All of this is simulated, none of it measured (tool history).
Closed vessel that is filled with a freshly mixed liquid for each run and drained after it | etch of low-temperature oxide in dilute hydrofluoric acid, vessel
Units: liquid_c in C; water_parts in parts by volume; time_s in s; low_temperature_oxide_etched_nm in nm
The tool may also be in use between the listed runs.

run	hour	liquid_c	water_parts	time_s	low_temperature_oxide_etched_nm
1	0.0	21.0	190	250	23.321
2	3.7	21.0	145	250	32.404
3	6.4	19.0	145	250	30.111
4	7.6	20.5	145	250	31.413
5	12.2	20.5	195	250	22.309
6	18.7	23.0	185	250	25.815
# hour 25.6: thermometer replaced
7	25.6	23.0	185	250	23.751
8	33.2	23.0	165	250	27.272
9	37.5	23.0	155	250	29.416

Run 10 comes next. What will it give?
10	41.1	23.0	155	250	?

low_temperature_oxide_etched_nm: 29.125 nm
